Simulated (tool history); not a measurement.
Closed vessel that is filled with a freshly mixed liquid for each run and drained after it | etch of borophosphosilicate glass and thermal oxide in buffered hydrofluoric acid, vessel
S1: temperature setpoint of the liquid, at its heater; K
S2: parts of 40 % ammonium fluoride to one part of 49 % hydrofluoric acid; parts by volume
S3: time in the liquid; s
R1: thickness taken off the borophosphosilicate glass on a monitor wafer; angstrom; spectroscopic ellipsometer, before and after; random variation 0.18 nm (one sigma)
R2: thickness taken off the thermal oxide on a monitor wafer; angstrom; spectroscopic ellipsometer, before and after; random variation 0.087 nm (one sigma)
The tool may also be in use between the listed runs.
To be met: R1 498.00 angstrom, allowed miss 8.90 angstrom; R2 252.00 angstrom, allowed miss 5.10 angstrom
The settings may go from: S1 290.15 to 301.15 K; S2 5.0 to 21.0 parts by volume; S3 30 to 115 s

run	hour	S1	S2	S3	R1	R2
1	0.0	293.15	13.0	60	740.70	377.73
2	5.7	293.15	14.5	60	663.85	336.50
3	9.8	293.15	17.5	60	552.11	281.69
4	17.7	292.65	17.5	60	539.37	272.16
5	22.0	291.65	17.5	60	508.81	257.57
6	25.1	291.65	17.5	70	595.34	300.48
# hour 30.0: thermometer replaced
7	30.0	290.65	18.5	70	607.25	309.34
8	37.6	293.15	21.0	60	537.44	273.18
9	38.7	292.65	21.0	60	523.90	266.08
10	40.7	292.15	21.0	60	511.08	256.99

Which of these 5 next moves meets every target?
A	42.7	298.65	17.0	35	?	?
B	42.7	291.15	20.0	60	?	?
C	42.7	290.15	21.0	70	?	?
D	42.7	290.65	20.5	65	?	?
E	42.7	293.65	18.0	50	?	?

move	R1	R2
A	510.92	260.46
B	493.92	250.83
C	526.51	267.24
D	511.39	259.64
E	525.31	267.10
A: further off than the last run
B: meets every target
C: further off than the last run
D: as far off as the last run
E: further off than the last run
Move B is the one to make.

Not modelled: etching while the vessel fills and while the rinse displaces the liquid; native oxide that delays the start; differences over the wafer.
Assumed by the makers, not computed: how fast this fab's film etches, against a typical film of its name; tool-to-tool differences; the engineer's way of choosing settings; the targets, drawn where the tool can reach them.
